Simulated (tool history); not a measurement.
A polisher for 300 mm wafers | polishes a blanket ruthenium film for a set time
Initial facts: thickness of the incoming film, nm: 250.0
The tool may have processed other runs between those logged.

run  hour  flow of slurry (ml/min)  pressure of the wafer on the pad (psi)  speed of the pad under the wafer (m/s)  polishing time (s)  film removed (Å)
  1   0.0                      265                                     1.6                                    1.08                  33            285.26
  2   2.8                      265                                     1.6                                    0.88                  33            233.25
  3   7.9                      265                                     1.6                                    1.06                  33            278.97
  4  12.5                      265                                     1.7                                    1.06                  33            296.93
  5  15.2                      265                                     1.5                                    1.06                  33            262.58
  6  23.9                      265                                     1.6                                    1.06                  33            275.21
  7  25.6                      265                                     1.7                                    1.06                  33            294.25
  8  30.8                      265                                     1.8                                    1.06                  33            314.08
  9  35.0                      265                                     1.9                                    1.06                  33            328.83

What does the tool deliver on the next run?
 10  35.9                      265                                     2.0                                    1.06                  33                 ?

film removed (Å): 341.50

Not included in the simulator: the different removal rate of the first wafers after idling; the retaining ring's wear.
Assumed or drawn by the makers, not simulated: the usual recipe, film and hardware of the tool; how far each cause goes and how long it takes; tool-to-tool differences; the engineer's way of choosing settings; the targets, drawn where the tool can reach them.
